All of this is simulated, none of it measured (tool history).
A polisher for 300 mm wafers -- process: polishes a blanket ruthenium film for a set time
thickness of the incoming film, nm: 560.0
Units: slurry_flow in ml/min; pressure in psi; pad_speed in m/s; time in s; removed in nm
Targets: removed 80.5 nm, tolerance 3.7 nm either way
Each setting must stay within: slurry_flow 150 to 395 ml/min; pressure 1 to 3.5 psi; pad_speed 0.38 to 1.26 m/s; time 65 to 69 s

run 1 day=0 | slurry_flow=250 pressure=2.2 pad_speed=0.82 time=65 | removed=58.772
run 2 day=0.371 | slurry_flow=250 pressure=2.3 pad_speed=0.82 time=65 | removed=62.68
run 3 day=0.679 | slurry_flow=250 pressure=2.8 pad_speed=0.82 time=65 | removed=74.677
run 4 day=0.862 | slurry_flow=250 pressure=2.8 pad_speed=0.62 time=65 | removed=60.906
run 5 day=1.175 | slurry_flow=250 pressure=2.6 pad_speed=0.62 time=65 | removed=57.567
run 6 day=1.442 | slurry_flow=250 pressure=2.7 pad_speed=0.62 time=65 | removed=57.965
run 7 day=1.775 | slurry_flow=250 pressure=2.8 pad_speed=0.62 time=65 | removed=61.752
run 8 day=2.062 | slurry_flow=250 pressure=2.9 pad_speed=0.62 time=65 | removed=61.792

Which single option among these 5 for the next run brings every result within its allowed miss of target? Just one does.
run A day=2.35 | slurry_flow=295 pressure=2.2 pad_speed=0.5 time=65 | removed=?
run B day=2.35 | slurry_flow=295 pressure=2.9 pad_speed=0.44 time=65 | removed=?
run C day=2.35 | slurry_flow=295 pressure=2.5 pad_speed=0.48 time=65 | removed=?
run D day=2.35 | slurry_flow=225 pressure=2.8 pad_speed=0.52 time=65 | removed=?
run E day=2.35 | slurry_flow=375 pressure=2.2 pad_speed=1.04 time=69 | removed=?

move=A removed=41.387
move=B removed=49.34
move=C removed=45.423
move=D removed=52.034
move=E removed=78.512
A: further off than the last run
B: further off than the last run
C: further off than the last run
D: further off than the last run
E: every result lands within tolerance
E meets every target.
